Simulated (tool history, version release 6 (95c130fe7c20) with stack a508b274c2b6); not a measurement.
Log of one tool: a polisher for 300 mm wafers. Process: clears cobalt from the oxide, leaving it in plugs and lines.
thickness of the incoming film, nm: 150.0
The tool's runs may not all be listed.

run  hour  flow of slurry (ml/min)  pressure of the wafer on the pad (kPa)  speed of the pad under the wafer (cm/s)  overpolish time after the end point (s)  time until the end point was called (s)  dishing of a wide line in a test structure (Å)
  1   0.0                      275                                    14.5                                      124                                       20                                   19.714                                          689.09
  2   7.0                      275                                    16.5                                      124                                       19                                   17.969                                          688.59
  3   8.7                      275                                    17.9                                      124                                       19                                   16.410                                          708.20
  4  14.7                      275                                    17.9                                      106                                       19                                   19.505                                          649.85
  5  20.7                      275                                    15.9                                      106                                       19                                   21.564                                          645.43
  6  21.7                      235                                    15.9                                      106                                       19                                   22.027                                          659.68
  7  29.0                      235                                    16.5                                      106                                       19                                   21.329                                          637.94
  8  36.3                      235                                    17.2                                      106                                       19                                   20.315                                          660.78
  9  42.8                      235                                    17.2                                      106                                       19                                   20.663                                          645.13

Forecast run 10:
 10  46.4                      240                                    17.9                                      106                                       19                                        ?                                               ?

{"run 10": {"time until the end point was called (s)": 20.024, "dishing of a wide line in a test structure (Å)": 687.2}}
